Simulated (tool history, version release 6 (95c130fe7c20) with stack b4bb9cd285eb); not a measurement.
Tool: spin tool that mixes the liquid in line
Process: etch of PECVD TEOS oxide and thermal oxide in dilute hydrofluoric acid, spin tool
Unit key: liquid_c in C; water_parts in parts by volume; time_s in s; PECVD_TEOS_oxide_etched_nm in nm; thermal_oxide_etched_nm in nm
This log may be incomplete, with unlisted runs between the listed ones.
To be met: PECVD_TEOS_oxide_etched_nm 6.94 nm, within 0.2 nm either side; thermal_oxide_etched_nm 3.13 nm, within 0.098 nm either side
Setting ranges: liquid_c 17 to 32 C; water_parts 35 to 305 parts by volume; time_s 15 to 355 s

{"run": 1, "hour": 0.0, "liquid_c": 24, "water_parts": 170, "time_s": 180, "PECVD_TEOS_oxide_etched_nm": 9.9709, "thermal_oxide_etched_nm": 4.5192}
{"run": 2, "hour": 4.3, "liquid_c": 21.5, "water_parts": 175, "time_s": 180, "PECVD_TEOS_oxide_etched_nm": 8.742, "thermal_oxide_etched_nm": 4.0262}
{"run": 3, "hour": 12.5, "liquid_c": 21.5, "water_parts": 235, "time_s": 180, "PECVD_TEOS_oxide_etched_nm": 6.1514, "thermal_oxide_etched_nm": 2.7862}
{"run": 4, "hour": 17.0, "liquid_c": 23, "water_parts": 235, "time_s": 180, "PECVD_TEOS_oxide_etched_nm": 6.5231, "thermal_oxide_etched_nm": 2.9384}
{"run": 5, "hour": 22.6, "liquid_c": 23, "water_parts": 270, "time_s": 180, "PECVD_TEOS_oxide_etched_nm": 5.4154, "thermal_oxide_etched_nm": 2.4332}
{"run": 6, "hour": 24.6, "liquid_c": 25, "water_parts": 270, "time_s": 180, "PECVD_TEOS_oxide_etched_nm": 5.8593, "thermal_oxide_etched_nm": 2.6499}
{"run": 7, "hour": 27.8, "liquid_c": 26.5, "water_parts": 270, "time_s": 180, "PECVD_TEOS_oxide_etched_nm": 6.1019, "thermal_oxide_etched_nm": 2.7849}
{"run": 8, "hour": 35.1, "liquid_c": 27.5, "water_parts": 270, "time_s": 180, "PECVD_TEOS_oxide_etched_nm": 6.3491, "thermal_oxide_etched_nm": 2.869}
{"hour": 40.4, "done": "thermometer replaced"}
{"run": 9, "hour": 40.4, "liquid_c": 30, "water_parts": 270, "time_s": 180, "PECVD_TEOS_oxide_etched_nm": 6.6103, "thermal_oxide_etched_nm": 2.995}

Below are 4 possible settings for the next run. Only one of them brings all results inside the allowed miss of their targets. Which is it?
{"run": "A", "hour": 45.7, "liquid_c": 30.5, "water_parts": 285, "time_s": 180, "PECVD_TEOS_oxide_etched_nm": "?", "thermal_oxide_etched_nm": "?"}
{"run": "B", "hour": 45.7, "liquid_c": 29.5, "water_parts": 270, "time_s": 190, "PECVD_TEOS_oxide_etched_nm": "?", "thermal_oxide_etched_nm": "?"}
{"run": "C", "hour": 45.7, "liquid_c": 29.5, "water_parts": 250, "time_s": 160, "PECVD_TEOS_oxide_etched_nm": "?", "thermal_oxide_etched_nm": "?"}
{"run": "D", "hour": 45.7, "liquid_c": 28.5, "water_parts": 255, "time_s": 165, "PECVD_TEOS_oxide_etched_nm": "?", "thermal_oxide_etched_nm": "?"}

move=A PECVD_TEOS_oxide_etched_nm=6.3111 thermal_oxide_etched_nm=2.8225
move=B PECVD_TEOS_oxide_etched_nm=6.9214 thermal_oxide_etched_nm=3.0955
move=C PECVD_TEOS_oxide_etched_nm=6.4392 thermal_oxide_etched_nm=2.8798
move=D PECVD_TEOS_oxide_etched_nm=6.2592 thermal_oxide_etched_nm=2.7993
A: its largest miss is bigger than the last run's
B: all results in spec
C: its largest miss is bigger than the last run's
D: its largest miss is bigger than the last run's
Answer: B
